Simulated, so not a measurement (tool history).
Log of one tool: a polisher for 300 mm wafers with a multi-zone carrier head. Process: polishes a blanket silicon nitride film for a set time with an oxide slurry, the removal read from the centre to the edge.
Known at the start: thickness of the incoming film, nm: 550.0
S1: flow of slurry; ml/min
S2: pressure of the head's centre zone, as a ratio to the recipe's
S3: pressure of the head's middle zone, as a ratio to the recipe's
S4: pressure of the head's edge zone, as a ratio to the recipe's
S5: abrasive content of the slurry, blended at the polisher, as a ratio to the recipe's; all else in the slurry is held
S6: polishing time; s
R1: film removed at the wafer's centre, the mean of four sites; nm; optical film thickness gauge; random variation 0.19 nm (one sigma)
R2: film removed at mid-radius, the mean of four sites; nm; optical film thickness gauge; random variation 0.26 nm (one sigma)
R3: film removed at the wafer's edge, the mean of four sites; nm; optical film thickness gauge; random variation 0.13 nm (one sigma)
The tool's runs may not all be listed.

Run 1, hour 0: S1 160 ml/min, S2 1, S3 1, S4 1, S5 1, S6 32 s. Result: R1 13.268 nm, R2 13.224 nm, R3 13.569 nm.
Run 2, hour 8.4: S1 160 ml/min, S2 1, S3 1, S4 1.06, S5 1, S6 32 s. Result: R1 13.085 nm, R2 13.362 nm, R3 13.918 nm.
Run 3, hour 15.6: S1 180 ml/min, S2 1.06, S3 1.03, S4 1.07, S5 1.15, S6 32 s. Result: R1 15.275 nm, R2 14.543 nm, R3 14.701 nm.
Run 4, hour 18.2: S1 180 ml/min, S2 1.06, S3 1.03, S4 1.07, S5 1.3, S6 32 s. Result: R1 15.755 nm, R2 15.07 nm, R3 15.661 nm.
Run 5, hour 22.9: S1 180 ml/min, S2 1.12, S3 1.03, S4 1.07, S5 1.3, S6 32 s. Result: R1 16.838 nm, R2 14.992 nm, R3 15.63 nm.
Run 6, hour 26.4: S1 180 ml/min, S2 1.12, S3 1.03, S4 1.07, S5 1.1, S6 32 s. Result: R1 15.587 nm, R2 14.086 nm, R3 14.434 nm.
At hour 26.9: worn pad replaced by a new one.
Run 7, hour 26.9: S1 195 ml/min, S2 1.14, S3 1.07, S4 1.08, S5 1.2, S6 33 s. Result: R1 19.622 nm, R2 17.637 nm, R3 17.963 nm.

Run 8 comes next. What will it give?
Run 8, hour 30.3: S1 200 ml/min, S2 1.14, S3 1.07, S4 1.03, S5 1.2, S6 33 s. Result: R1 ?, R2 ?, R3 ?.

R1: 20.032 nm
R2: 18.119 nm
R3: 17.975 nm
